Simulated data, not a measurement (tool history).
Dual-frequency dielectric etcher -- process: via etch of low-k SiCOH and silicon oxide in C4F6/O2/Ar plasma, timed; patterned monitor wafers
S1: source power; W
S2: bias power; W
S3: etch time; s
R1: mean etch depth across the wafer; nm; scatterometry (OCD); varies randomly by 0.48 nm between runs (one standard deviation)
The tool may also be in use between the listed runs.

{"run": 1, "day": 0.0, "S1": 480, "S2": 226, "S3": 46.0, "R1": 138.87}
{"run": 2, "day": 0.217, "S1": 480, "S2": 199, "S3": 46.0, "R1": 134.29}
{"run": 3, "day": 0.312, "S1": 480, "S2": 199, "S3": 46.0, "R1": 134.4}
{"run": 4, "day": 0.392, "S1": 560, "S2": 199, "S3": 46.0, "R1": 141.34}
{"run": 5, "day": 0.546, "S1": 580, "S2": 205, "S3": 46.0, "R1": 143.18}
{"run": 6, "day": 0.854, "S1": 590, "S2": 212, "S3": 46.0, "R1": 146.13}
{"run": 7, "day": 1.008, "S1": 590, "S2": 212, "S3": 46.0, "R1": 145.49}
{"run": 8, "day": 1.112, "S1": 600, "S2": 218, "S3": 46.0, "R1": 146.58}

Expected results for the next run?
{"run": 9, "day": 1.325, "S1": 610, "S2": 224, "S3": 46.0, "R1": "?"}

R1: 147.87 nm
